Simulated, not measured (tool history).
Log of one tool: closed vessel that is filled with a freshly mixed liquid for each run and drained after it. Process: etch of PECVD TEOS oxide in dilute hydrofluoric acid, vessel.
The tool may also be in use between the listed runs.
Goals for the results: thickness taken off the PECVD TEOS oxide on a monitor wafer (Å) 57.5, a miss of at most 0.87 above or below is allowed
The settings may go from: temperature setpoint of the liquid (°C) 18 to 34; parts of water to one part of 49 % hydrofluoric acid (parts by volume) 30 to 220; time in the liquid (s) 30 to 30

run,hour,temperature setpoint of the liquid (°C),parts of water to one part of 49 % hydrofluoric acid (parts by volume),time in the liquid (s),thickness taken off the PECVD TEOS oxide on a monitor wafer (Å)
1,0,26,125,30,35.181
2,6.5,26,125,30,35.231
3,8.6,27.5,120,30,39.29
4,14,27.5,140,30,32.4
5,15.9,27.5,140,30,32.579
6,23.8,28.5,135,30,35.325
7,26.3,29.5,130,30,38.605
8,33.7,29.5,130,30,38.244
9,35.9,30.5,125,30,41.92
10,40.3,30.5,125,30,41.58
11,42.5,31,120,30,44.301
12,48,31.5,115,30,47.754
13,55.8,32,115,30,48.447
14,63.1,34,100,30,61.281
15,64.3,33.5,100,30,60.286
16,65.2,33,100,30,58.968

4 next moves are on the table. One of them brings every result within its allowed miss. Which?
A,66.1,34,110,30,?
B,66.1,29.5,95,30,?
C,66.1,31.5,100,30,?
D,66.1,27.5,85,30,?

move,thickness taken off the PECVD TEOS oxide on a monitor wafer (Å)
A,55.014
B,55.178
C,56.087
D,57.916
A: pushes the last run's worst result past its target
B: pushes the last run's worst result past its target
C: pushes the last run's worst result past its target
D: all results land within tolerance of their targets
Correct choice: D, which meets every target

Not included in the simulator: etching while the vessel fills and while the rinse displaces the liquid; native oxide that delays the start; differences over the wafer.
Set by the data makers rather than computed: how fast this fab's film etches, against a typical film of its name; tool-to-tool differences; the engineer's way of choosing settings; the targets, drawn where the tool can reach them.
